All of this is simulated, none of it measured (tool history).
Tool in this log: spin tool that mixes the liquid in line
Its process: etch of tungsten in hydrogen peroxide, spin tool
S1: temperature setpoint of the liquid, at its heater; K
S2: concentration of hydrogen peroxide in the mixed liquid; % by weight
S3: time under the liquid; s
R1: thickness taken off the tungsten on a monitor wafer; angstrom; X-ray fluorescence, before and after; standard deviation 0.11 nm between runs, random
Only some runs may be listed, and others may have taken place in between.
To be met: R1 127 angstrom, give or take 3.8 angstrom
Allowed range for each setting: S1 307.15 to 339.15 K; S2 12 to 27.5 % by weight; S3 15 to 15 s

{"run": 1, "hour": 0.0, "S1": 323.15, "S2": 18.5, "S3": 15, "R1": 186.04}
{"run": 2, "hour": 4.1, "S1": 321.65, "S2": 18.5, "S3": 15, "R1": 169.65}
{"run": 3, "hour": 9.4, "S1": 320.15, "S2": 18.5, "S3": 15, "R1": 153.17}
{"run": 4, "hour": 18.1, "S1": 320.15, "S2": 16.5, "S3": 15, "R1": 143.29}
{"run": 5, "hour": 19.9, "S1": 320.15, "S2": 20.5, "S3": 15, "R1": 163.14}
{"run": 6, "hour": 23.8, "S1": 320.15, "S2": 20.5, "S3": 15, "R1": 160.16}
{"run": 7, "hour": 26.1, "S1": 320.15, "S2": 20.5, "S3": 15, "R1": 165.41}
{"run": 8, "hour": 28.0, "S1": 319.15, "S2": 20.5, "S3": 15, "R1": 150.64}
{"run": 9, "hour": 30.4, "S1": 318.65, "S2": 20.5, "S3": 15, "R1": 147.48}
{"run": 10, "hour": 33.2, "S1": 318.15, "S2": 20.5, "S3": 15, "R1": 143.76}
{"hour": 38.5, "done": "thermometer replaced"}
{"run": 11, "hour": 38.5, "S1": 317.65, "S2": 20.5, "S3": 15, "R1": 150.38}
{"run": 12, "hour": 39.9, "S1": 316.65, "S2": 20.5, "S3": 15, "R1": 140.52}

5 next moves are on the table. One of them brings every result within its allowed miss. Which?
{"run": "A", "hour": 41.3, "S1": 315.65, "S2": 18.5, "S3": 15, "R1": "?"}
{"run": "B", "hour": 41.3, "S1": 312.65, "S2": 24.5, "S3": 15, "R1": "?"}
{"run": "C", "hour": 41.3, "S1": 318.65, "S2": 21.5, "S3": 15, "R1": "?"}
{"run": "D", "hour": 41.3, "S1": 317.65, "S2": 16.5, "S3": 15, "R1": "?"}
{"run": "E", "hour": 41.3, "S1": 314.65, "S2": 26, "S3": 15, "R1": "?"}

move=A R1=126.02
move=B R1=119.45
move=C R1=164.35
move=D R1=135.18
move=E R1=140.1
A: all results land within tolerance of their targets
B: moves the result that the last run missed by most past its target, out the other side
C: the biggest miss grows against the last run
D: closes in on the targets versus the last run, not all within tolerance yet
E: as far off as the last run
Correct choice: A, which meets every target

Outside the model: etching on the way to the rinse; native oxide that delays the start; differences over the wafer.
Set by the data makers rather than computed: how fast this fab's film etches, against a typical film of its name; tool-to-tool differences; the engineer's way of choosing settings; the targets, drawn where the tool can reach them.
